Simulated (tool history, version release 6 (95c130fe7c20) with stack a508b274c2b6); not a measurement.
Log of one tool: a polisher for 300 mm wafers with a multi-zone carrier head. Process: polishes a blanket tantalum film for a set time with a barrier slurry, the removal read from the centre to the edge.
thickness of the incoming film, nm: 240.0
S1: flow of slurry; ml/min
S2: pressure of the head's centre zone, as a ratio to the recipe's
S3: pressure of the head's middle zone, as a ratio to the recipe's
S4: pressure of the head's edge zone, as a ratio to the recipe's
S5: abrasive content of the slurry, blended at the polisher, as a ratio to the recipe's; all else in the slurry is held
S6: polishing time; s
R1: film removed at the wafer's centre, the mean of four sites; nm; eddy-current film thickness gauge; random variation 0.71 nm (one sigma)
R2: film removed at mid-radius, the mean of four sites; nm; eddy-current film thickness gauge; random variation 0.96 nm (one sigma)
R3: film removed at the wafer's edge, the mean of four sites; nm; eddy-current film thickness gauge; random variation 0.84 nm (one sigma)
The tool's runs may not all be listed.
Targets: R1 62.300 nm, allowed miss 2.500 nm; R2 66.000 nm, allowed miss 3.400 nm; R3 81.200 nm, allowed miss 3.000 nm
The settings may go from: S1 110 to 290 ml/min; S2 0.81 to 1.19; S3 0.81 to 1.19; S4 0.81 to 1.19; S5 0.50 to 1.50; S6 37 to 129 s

run,hour,S1,S2,S3,S4,S5,S6,R1,R2,R3
1,0.0,185,1.00,1.00,1.00,1.00,83,87.821,87.288,89.325
2,2.0,175,0.95,0.96,1.02,0.90,82,78.238,80.764,85.822
3,8.6,215,0.95,0.96,1.02,0.90,82,80.428,84.513,87.690
4,15.8,215,0.95,0.99,1.02,0.90,82,80.233,86.299,88.146
5,18.9,195,0.95,0.99,1.02,0.90,82,79.220,84.201,85.309
6,21.4,155,0.95,0.99,1.02,0.90,82,74.465,78.670,84.784
7,27.2,145,0.93,0.96,1.03,0.85,82,71.378,78.261,83.695
8,32.1,135,0.93,0.92,1.06,0.80,81,67.071,70.522,79.471
9,40.8,110,0.87,0.86,1.15,0.90,82,61.872,64.649,82.757
10,44.1,110,0.87,0.87,1.14,0.90,82,63.392,65.438,84.812

5 next moves are on the table. One of them brings every result within its allowed miss. Which?
A,47.4,110,0.88,0.81,1.19,0.90,88,?,?,?
B,47.4,115,0.88,0.89,1.09,0.90,79,?,?,?
C,47.4,140,0.95,0.81,1.14,0.95,72,?,?,?
D,47.4,110,0.83,0.81,1.18,1.00,83,?,?,?
E,47.4,110,0.93,0.81,1.19,1.10,78,?,?,?

move,R1,R2,R3
A,66.045,67.783,93.028
B,60.277,66.670,80.416
C,64.033,60.365,79.364
D,60.950,66.252,90.492
E,65.912,64.070,87.955
A: further off than the last run
B: meets every target
C: brings the result that was furthest off to its target, and leaves another outside
D: further off than the last run
E: further off than the last run
Answer: B
